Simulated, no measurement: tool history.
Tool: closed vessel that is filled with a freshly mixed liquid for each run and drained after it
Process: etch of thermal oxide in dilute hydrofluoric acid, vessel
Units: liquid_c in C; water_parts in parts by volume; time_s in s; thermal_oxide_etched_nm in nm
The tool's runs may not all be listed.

Run 1, day 0.000: liquid_c 21.0 C, water_parts 220 parts by volume, time_s 2215 s. Result: thermal_oxide_etched_nm 32.981 nm.
Run 2, day 0.200: liquid_c 20.5 C, water_parts 225 parts by volume, time_s 2215 s. Result: thermal_oxide_etched_nm 31.654 nm.
Run 3, day 0.275: liquid_c 18.0 C, water_parts 225 parts by volume, time_s 2215 s. Result: thermal_oxide_etched_nm 28.830 nm.
Run 4, day 0.354: liquid_c 18.0 C, water_parts 230 parts by volume, time_s 2215 s. Result: thermal_oxide_etched_nm 28.056 nm.
Run 5, day 0.433: liquid_c 20.0 C, water_parts 230 parts by volume, time_s 2215 s. Result: thermal_oxide_etched_nm 29.938 nm.
Run 6, day 0.796: liquid_c 19.5 C, water_parts 235 parts by volume, time_s 2215 s. Result: thermal_oxide_etched_nm 28.933 nm.
Run 7, day 0.817: liquid_c 19.0 C, water_parts 240 parts by volume, time_s 2215 s. Result: thermal_oxide_etched_nm 27.551 nm.
Run 8, day 1.112: liquid_c 19.0 C, water_parts 240 parts by volume, time_s 2215 s. Result: thermal_oxide_etched_nm 27.566 nm.

The next listed run, before its measurement:
Run 9, day 1.317: liquid_c 18.5 C, water_parts 240 parts by volume, time_s 2215 s. Result: thermal_oxide_etched_nm ?.

thermal_oxide_etched_nm: 27.096 nm
